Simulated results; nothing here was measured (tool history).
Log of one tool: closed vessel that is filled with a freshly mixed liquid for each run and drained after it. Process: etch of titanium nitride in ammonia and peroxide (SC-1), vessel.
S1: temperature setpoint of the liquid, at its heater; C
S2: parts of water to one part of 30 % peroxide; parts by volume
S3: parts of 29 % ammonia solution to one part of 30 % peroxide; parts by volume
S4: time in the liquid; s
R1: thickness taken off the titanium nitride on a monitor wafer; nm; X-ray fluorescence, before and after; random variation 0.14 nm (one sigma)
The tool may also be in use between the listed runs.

run 1 hour=0.0 | S1=51.0 S2=14 S3=0.5 S4=230 | R1=17.088
run 2 hour=2.1 | S1=53.5 S2=14 S3=0.5 S4=230 | R1=20.181
run 3 hour=8.8 | S1=53.5 S2=14 S3=0.4 S4=230 | R1=19.474
run 4 hour=12.7 | S1=53.5 S2=11 S3=0.4 S4=230 | R1=22.157
run 5 hour=20.4 | S1=54.0 S2=11 S3=0.4 S4=230 | R1=22.966
run 6 hour=24.5 | S1=54.0 S2=11 S3=0.4 S4=175 | R1=17.567

Run 7 comes next. What will it give?
run 7 hour=29.1 | S1=55.5 S2=11 S3=0.4 S4=175 | R1=?

R1: 19.284 nm
